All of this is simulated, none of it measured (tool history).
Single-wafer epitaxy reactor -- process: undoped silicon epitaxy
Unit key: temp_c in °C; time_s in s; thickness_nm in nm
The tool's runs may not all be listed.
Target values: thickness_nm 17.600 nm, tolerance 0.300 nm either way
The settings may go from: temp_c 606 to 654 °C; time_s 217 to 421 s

run,hour,temp_c,time_s,thickness_nm
1,0.0,630,319,33.484
2,1.0,624,319,29.913
3,3.4,624,289,27.126
4,6.4,619,283,23.858
5,11.5,615,280,21.853
6,17.6,612,277,20.348
7,24.9,610,275,19.340
8,31.0,609,274,18.921

Consider the 4 candidate settings below. Which is the only one whose results all fall within their allowed miss of target?
A,37.1,607,269,?
B,37.1,610,278,?
C,37.1,612,293,?
D,37.1,613,258,?

move,thickness_nm
A,17.634
B,19.403
C,21.318
D,19.165
A: every result within its allowed miss
B: moves away from the targets compared with the last run
C: moves away from the targets compared with the last run
D: moves away from the targets compared with the last run
The right move is A.

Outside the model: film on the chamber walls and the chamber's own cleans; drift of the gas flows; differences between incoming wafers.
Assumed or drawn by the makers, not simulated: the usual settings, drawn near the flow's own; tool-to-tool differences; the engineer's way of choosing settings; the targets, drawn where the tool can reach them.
